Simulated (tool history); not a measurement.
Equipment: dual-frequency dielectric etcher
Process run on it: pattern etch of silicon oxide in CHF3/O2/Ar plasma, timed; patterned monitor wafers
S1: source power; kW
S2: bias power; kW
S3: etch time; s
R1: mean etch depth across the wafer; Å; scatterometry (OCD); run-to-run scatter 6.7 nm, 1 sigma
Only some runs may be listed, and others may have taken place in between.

| run | day | S1 | S2 | S3 | R1 |
|---|---|---|---|---|---|
| 1 | 0 | 0.83 | 0.129 | 694 | 13593 |
| 2 | 0.267 | 0.83 | 0.129 | 694 | 13631 |
| 3 | 0.4 | 0.79 | 0.128 | 694 | 13296 |
| 4 | 0.746 | 0.76 | 0.127 | 694 | 13119 |
| 5 | 0.825 | 0.76 | 0.127 | 723.5 | 13614 |
| 6 | 0.979 | 0.76 | 0.116 | 723.5 | 13244 |
| 7 | 1.175 | 0.74 | 0.115 | 723.5 | 13140 |
| 8 | 1.396 | 0.72 | 0.114 | 723.5 | 12836 |
| 9 | 1.608 | 0.72 | 0.114 | 723.5 | 12811 |

Run 10, settings as shown, results not yet in. Your forecast:
| 10 | 1.65 | 0.71 | 0.114 | 723.5 | ? |

{"run 10": {"R1": 12794}}
